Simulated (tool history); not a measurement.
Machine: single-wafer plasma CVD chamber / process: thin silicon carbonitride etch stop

run,day,RF power (kW),deposition time (s),mean film thickness on the monitor wafer (nm)
1,0.000,0.170,9.82,5.2216
2,0.117,0.165,9.52,5.0669
3,0.475,0.160,9.19,4.8346
4,0.629,0.160,9.75,5.1174
5,0.733,0.145,9.75,5.0107
6,0.858,0.140,9.45,4.8586
7,1.075,0.140,9.17,4.7208
8,1.304,0.140,8.94,4.5970
9,1.575,0.140,8.76,4.4570
10,1.721,0.140,8.64,4.3754
11,1.929,0.140,8.64,4.3979
12,2.288,0.140,8.54,4.3378
13,2.617,0.140,8.45,4.3239
14,2.867,0.140,8.36,4.2547
15,3.196,0.140,8.30,4.2685
16,3.450,0.140,8.23,4.2071
17,3.788,0.140,8.18,4.1640
18,4.021,0.140,8.14,4.1439
19,4.304,0.140,8.14,4.1403
20,4.608,0.140,8.11,4.1321
21,4.650,0.140,8.08,4.0954

Estimate the outcome of run 22 from the log above:
22,4.858,0.140,8.06,?

Run 22 gave mean film thickness on the monitor wafer (nm) 4.0960.
